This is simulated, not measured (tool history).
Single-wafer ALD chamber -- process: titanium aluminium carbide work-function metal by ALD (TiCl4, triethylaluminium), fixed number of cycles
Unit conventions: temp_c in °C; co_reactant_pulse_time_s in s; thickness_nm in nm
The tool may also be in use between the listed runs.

{"run": 1, "hour": 0.0, "temp_c": 275, "co_reactant_pulse_time_s": 7.51, "thickness_nm": 1.7107}
{"run": 2, "hour": 7.4, "temp_c": 275, "co_reactant_pulse_time_s": 8.55, "thickness_nm": 1.755}
{"run": 3, "hour": 14.1, "temp_c": 271, "co_reactant_pulse_time_s": 7.58, "thickness_nm": 1.6858}
{"run": 4, "hour": 20.9, "temp_c": 271, "co_reactant_pulse_time_s": 9.65, "thickness_nm": 1.7525}
{"run": 5, "hour": 28.3, "temp_c": 271, "co_reactant_pulse_time_s": 11.3, "thickness_nm": 1.7894}
{"run": 6, "hour": 32.8, "temp_c": 268, "co_reactant_pulse_time_s": 9.88, "thickness_nm": 1.7327}
{"run": 7, "hour": 40.7, "temp_c": 265, "co_reactant_pulse_time_s": 8.69, "thickness_nm": 1.6637}
{"run": 8, "hour": 46.6, "temp_c": 263, "co_reactant_pulse_time_s": 7.7, "thickness_nm": 1.6219}
{"run": 9, "hour": 51.5, "temp_c": 261, "co_reactant_pulse_time_s": 6.87, "thickness_nm": 1.5669}
{"run": 10, "hour": 60.2, "temp_c": 259, "co_reactant_pulse_time_s": 6.18, "thickness_nm": 1.5063}
{"run": 11, "hour": 62.4, "temp_c": 258, "co_reactant_pulse_time_s": 5.61, "thickness_nm": 1.4608}
{"run": 12, "hour": 64.6, "temp_c": 257, "co_reactant_pulse_time_s": 5.2, "thickness_nm": 1.413}
{"run": 13, "hour": 69.2, "temp_c": 256, "co_reactant_pulse_time_s": 4.98, "thickness_nm": 1.3995}
{"run": 14, "hour": 76.4, "temp_c": 255, "co_reactant_pulse_time_s": 4.77, "thickness_nm": 1.3541}
{"run": 15, "hour": 81.3, "temp_c": 254, "co_reactant_pulse_time_s": 4.7, "thickness_nm": 1.3412}
{"run": 16, "hour": 86.7, "temp_c": 254, "co_reactant_pulse_time_s": 4.7, "thickness_nm": 1.339}

Estimate the outcome of run 17 from the log above:
{"run": 17, "hour": 92.9, "temp_c": 254, "co_reactant_pulse_time_s": 4.66, "thickness_nm": "?"}

Run 17 came out at thickness_nm 1.3321 nm.
